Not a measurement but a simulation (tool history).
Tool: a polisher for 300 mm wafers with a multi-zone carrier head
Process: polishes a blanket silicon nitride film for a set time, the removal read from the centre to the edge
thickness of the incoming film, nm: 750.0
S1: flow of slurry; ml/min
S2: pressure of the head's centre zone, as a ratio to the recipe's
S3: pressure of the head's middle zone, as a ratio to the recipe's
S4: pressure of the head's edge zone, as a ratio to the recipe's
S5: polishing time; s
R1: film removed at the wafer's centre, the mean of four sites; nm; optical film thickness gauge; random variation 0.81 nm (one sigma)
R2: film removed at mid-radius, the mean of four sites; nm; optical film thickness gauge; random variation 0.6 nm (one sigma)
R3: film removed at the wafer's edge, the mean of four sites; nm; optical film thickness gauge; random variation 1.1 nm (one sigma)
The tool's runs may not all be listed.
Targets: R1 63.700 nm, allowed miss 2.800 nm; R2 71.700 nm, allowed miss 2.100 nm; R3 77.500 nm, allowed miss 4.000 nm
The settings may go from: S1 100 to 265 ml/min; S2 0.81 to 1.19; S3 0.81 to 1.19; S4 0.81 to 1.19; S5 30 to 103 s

run	day	S1	S2	S3	S4	S5	R1	R2	R3
1	0.000	170	1.00	1.00	1.00	66	114.360	109.040	104.610
2	0.212	170	1.06	1.00	1.00	66	120.460	108.040	106.210
3	0.333	190	1.06	1.00	1.00	66	124.880	110.300	107.260
4	0.658	190	1.02	1.00	1.00	66	116.840	110.410	106.740
5	0.929	185	0.95	0.97	1.03	59	99.860	95.558	97.168
6	1.208	185	0.89	0.97	1.03	59	91.970	94.224	97.381
7	1.521	165	0.86	0.98	1.05	54	79.438	84.983	89.640
8	1.683	115	0.81	0.97	1.02	46	57.879	65.814	69.458
9	1.983	130	0.81	0.97	1.04	46	60.010	68.849	73.315

Which of these 4 next moves meets every target?
A	2.283	160	0.84	1.12	0.90	42	?	?	?
B	2.283	120	0.89	0.91	0.99	47	?	?	?
C	2.283	160	0.81	0.96	1.09	46	?	?	?
D	2.283	125	0.81	0.90	1.13	46	?	?	?

move	R1	R2	R3
A	59.850	74.492	63.531
B	65.809	65.509	71.180
C	63.131	71.572	76.456
D	59.312	64.218	74.955
A: takes the result that was furthest off past its target
B: further off than the last run
C: meets every target
D: further off than the last run
Answer: C
